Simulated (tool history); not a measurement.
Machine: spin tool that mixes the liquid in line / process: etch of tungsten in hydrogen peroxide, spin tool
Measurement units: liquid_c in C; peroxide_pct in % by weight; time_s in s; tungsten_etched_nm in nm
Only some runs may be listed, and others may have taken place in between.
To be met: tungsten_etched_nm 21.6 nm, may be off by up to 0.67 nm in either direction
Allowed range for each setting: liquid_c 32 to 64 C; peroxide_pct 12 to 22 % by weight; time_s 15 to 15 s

| run | hour | liquid_c | peroxide_pct | time_s | tungsten_etched_nm |
|---|---|---|---|---|---|
| 1 | 0 | 48 | 15 | 15 | 15.315 |
| 2 | 1.9 | 49.5 | 15 | 15 | 16.746 |
| 3 | 5.6 | 50.5 | 15 | 15 | 17.854 |
| 4 | 13.6 | 51.5 | 15 | 15 | 19.389 |
| 5 | 14.7 | 51.5 | 12.5 | 15 | 17.517 |
| 6 | 20.5 | 52.5 | 12.5 | 15 | 18.722 |
| 7 | 25.3 | 53 | 12.5 | 15 | 19.036 |
| 8 | 31.8 | 53.5 | 12.5 | 15 | 19.31 |
| 9 | 34.1 | 54 | 12.5 | 15 | 20.096 |

Next run, 4 choices. One meets every target within its allowed miss, the rest don't. Which?
| A | 36.4 | 57 | 12 | 15 | ? |
| B | 36.4 | 55 | 12.5 | 15 | ? |
| C | 36.4 | 56 | 13 | 15 | ? |
| D | 36.4 | 54 | 12 | 15 | ? |

| move | tungsten_etched_nm |
|---|---|
| A | 23.445 |
| B | 21.269 |
| C | 23.01 |
| D | 19.636 |
A: carries the result that was furthest off beyond its target, to the other side
B: in spec on every target
C: carries the result that was furthest off beyond its target, to the other side
D: misses by more than the last run did
Go with B: it meets all targets.

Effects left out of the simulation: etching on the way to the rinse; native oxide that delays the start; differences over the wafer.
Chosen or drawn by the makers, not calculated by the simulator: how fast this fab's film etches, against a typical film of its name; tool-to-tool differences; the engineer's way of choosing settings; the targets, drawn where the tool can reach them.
